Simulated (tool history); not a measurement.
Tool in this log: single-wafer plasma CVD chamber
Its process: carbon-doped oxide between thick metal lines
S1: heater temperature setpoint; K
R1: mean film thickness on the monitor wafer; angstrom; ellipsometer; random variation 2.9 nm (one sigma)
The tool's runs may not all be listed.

{"run": 1, "hour": 0.0, "S1": 608.15, "chamber pressure (Pa)": 637, "RF power (W)": 430, "deposition time (s)": 211, "R1": 9430}
{"run": 2, "hour": 5.4, "S1": 608.15, "chamber pressure (Pa)": 637, "RF power (W)": 430, "deposition time (s)": 201, "R1": 9012.5}
{"run": 3, "hour": 9.0, "S1": 610.15, "chamber pressure (Pa)": 617, "RF power (W)": 425, "deposition time (s)": 201, "R1": 8806}
{"run": 4, "hour": 15.4, "S1": 610.15, "chamber pressure (Pa)": 617, "RF power (W)": 425, "deposition time (s)": 211, "R1": 9254.4}
{"run": 5, "hour": 16.1, "S1": 616.15, "chamber pressure (Pa)": 617, "RF power (W)": 425, "deposition time (s)": 211, "R1": 9081.3}
{"run": 6, "hour": 22.3, "S1": 616.15, "chamber pressure (Pa)": 545, "RF power (W)": 425, "deposition time (s)": 211, "R1": 8811.6}

What does the tool deliver on the next run?
{"run": 7, "hour": 28.0, "S1": 617.15, "chamber pressure (Pa)": 531, "RF power (W)": 425, "deposition time (s)": 211, "R1": "?"}

{"run 7": {"R1": 8826}}
